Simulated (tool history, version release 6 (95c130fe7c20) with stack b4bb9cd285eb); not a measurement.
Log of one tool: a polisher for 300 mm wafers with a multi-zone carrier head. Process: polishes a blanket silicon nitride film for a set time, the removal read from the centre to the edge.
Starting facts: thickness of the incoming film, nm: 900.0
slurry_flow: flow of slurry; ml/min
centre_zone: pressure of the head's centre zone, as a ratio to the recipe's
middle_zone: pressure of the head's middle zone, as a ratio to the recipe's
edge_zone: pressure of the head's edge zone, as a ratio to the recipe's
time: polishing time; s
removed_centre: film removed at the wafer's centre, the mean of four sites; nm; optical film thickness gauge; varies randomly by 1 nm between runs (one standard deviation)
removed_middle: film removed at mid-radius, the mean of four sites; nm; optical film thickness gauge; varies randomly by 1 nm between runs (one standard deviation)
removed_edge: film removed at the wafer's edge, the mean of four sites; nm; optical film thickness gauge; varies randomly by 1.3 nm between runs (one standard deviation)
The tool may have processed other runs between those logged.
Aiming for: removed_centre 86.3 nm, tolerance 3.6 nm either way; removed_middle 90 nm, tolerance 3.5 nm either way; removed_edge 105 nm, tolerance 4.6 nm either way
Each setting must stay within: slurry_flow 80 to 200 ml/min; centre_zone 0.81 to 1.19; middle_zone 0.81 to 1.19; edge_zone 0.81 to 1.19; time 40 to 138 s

Run 1, hour 0: slurry_flow 130 ml/min, centre_zone 1, middle_zone 1, edge_zone 1, time 88 s. Result: removed_centre 88.884 nm, removed_middle 85.968 nm, removed_edge 85.871 nm.
Run 2, hour 8.8: slurry_flow 130 ml/min, centre_zone 1, middle_zone 1, edge_zone 1, time 106 s. Result: removed_centre 105.45 nm, removed_middle 103.24 nm, removed_edge 104.71 nm.
Run 3, hour 13.7: slurry_flow 130 ml/min, centre_zone 1, middle_zone 1, edge_zone 1, time 126 s. Result: removed_centre 125.38 nm, removed_middle 123.47 nm, removed_edge 126.97 nm.
Run 4, hour 17: slurry_flow 130 ml/min, centre_zone 1, middle_zone 1, edge_zone 1.05, time 126 s. Result: removed_centre 126.17 nm, removed_middle 122.19 nm, removed_edge 126.94 nm.
Run 5, hour 24.2: slurry_flow 125 ml/min, centre_zone 0.98, middle_zone 0.99, edge_zone 1.05, time 124 s. Result: removed_centre 121.56 nm, removed_middle 121.01 nm, removed_edge 122.28 nm.
Run 6, hour 32: slurry_flow 100 ml/min, centre_zone 0.98, middle_zone 0.99, edge_zone 1.05, time 124 s. Result: removed_centre 111.93 nm, removed_middle 110.52 nm, removed_edge 118.01 nm.
Run 7, hour 32.8: slurry_flow 100 ml/min, centre_zone 0.96, middle_zone 0.98, edge_zone 1.05, time 123 s. Result: removed_centre 111.6 nm, removed_middle 111.36 nm, removed_edge 115.69 nm.
Run 8, hour 39.6: slurry_flow 100 ml/min, centre_zone 0.94, middle_zone 0.97, edge_zone 1.06, time 122 s. Result: removed_centre 108.15 nm, removed_middle 107.52 nm, removed_edge 115.27 nm.
Run 9, hour 46.8: slurry_flow 100 ml/min, centre_zone 0.93, middle_zone 0.97, edge_zone 1.07, time 121 s. Result: removed_centre 105.47 nm, removed_middle 106.3 nm, removed_edge 117.86 nm.

Next run, 4 choices. One meets every target within its allowed miss, the rest don't. Which?
Run A, hour 54: slurry_flow 95 ml/min, centre_zone 0.97, middle_zone 0.95, edge_zone 1.09, time 107 s. Result: removed_centre ?, removed_middle ?, removed_edge ?.
Run B, hour 54: slurry_flow 100 ml/min, centre_zone 0.94, middle_zone 0.89, edge_zone 1.1, time 109 s. Result: removed_centre ?, removed_middle ?, removed_edge ?.
Run C, hour 54: slurry_flow 110 ml/min, centre_zone 0.83, middle_zone 0.87, edge_zone 1.05, time 107 s. Result: removed_centre ?, removed_middle ?, removed_edge ?.
Run D, hour 54: slurry_flow 145 ml/min, centre_zone 0.91, middle_zone 0.87, edge_zone 1.12, time 102 s. Result: removed_centre ?, removed_middle ?, removed_edge ?.

move  removed_centre  removed_middle  removed_edge
   A          95.415           92.49        103.16
   B          95.828          90.688        106.58
   C          85.815          89.697        104.55
   D          95.945          90.892        106.76
A: better than the last run, though not everything is in spec
B: better than the last run, though not everything is in spec
C: all results land within tolerance of their targets
D: better than the last run, though not everything is in spec
So the answer is move C, the one that meets all the targets.
